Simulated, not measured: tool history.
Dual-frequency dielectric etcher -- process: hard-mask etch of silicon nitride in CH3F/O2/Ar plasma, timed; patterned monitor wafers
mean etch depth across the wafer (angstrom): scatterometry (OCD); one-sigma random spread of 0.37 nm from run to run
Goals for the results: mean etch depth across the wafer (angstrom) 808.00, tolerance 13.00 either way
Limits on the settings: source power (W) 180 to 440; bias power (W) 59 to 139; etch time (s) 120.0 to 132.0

run  hour  source power (W)  bias power (W)  etch time (s)  mean etch depth across the wafer (angstrom)
  1   0.0               310              99          132.0                                       866.47
  2   5.9               310              89          132.0                                       841.88
  3   8.5               310              96          132.0                                       864.87
  4  15.5               250              96          132.0                                       751.32
  5  16.4               260              96          132.0                                       770.66
  6  17.5               260              96          120.0                                       701.86
  7  24.4               260              96          120.0                                       701.11
  8  28.2               260              96          120.0                                       695.64
  9  36.3               280              96          120.0                                       734.48
 10  39.0               290              96          120.0                                       750.44
 11  45.5               300              96          120.0                                       764.26
 12  49.2               340              98          120.0                                       835.01

Which one of the following 4 next-run settings gets every result inside its allowed miss? There is exactly one.
  A  52.9               340              91          129.5                                            ?
  B  52.9               320              99          123.5                                            ?
  C  52.9               320              79          124.5                                            ?
  D  52.9               400              65          123.5                                            ?

move  mean etch depth across the wafer (angstrom)
   A                                       870.83
   B                                       827.34
   C                                       768.25
   D                                       807.91
A: moves away from the targets compared with the last run
B: gains on the last run, yet a result remains outside its allowed miss
C: moves the result that the last run missed by most past its target, out the other side
D: meets every target
The move that meets every target is D.

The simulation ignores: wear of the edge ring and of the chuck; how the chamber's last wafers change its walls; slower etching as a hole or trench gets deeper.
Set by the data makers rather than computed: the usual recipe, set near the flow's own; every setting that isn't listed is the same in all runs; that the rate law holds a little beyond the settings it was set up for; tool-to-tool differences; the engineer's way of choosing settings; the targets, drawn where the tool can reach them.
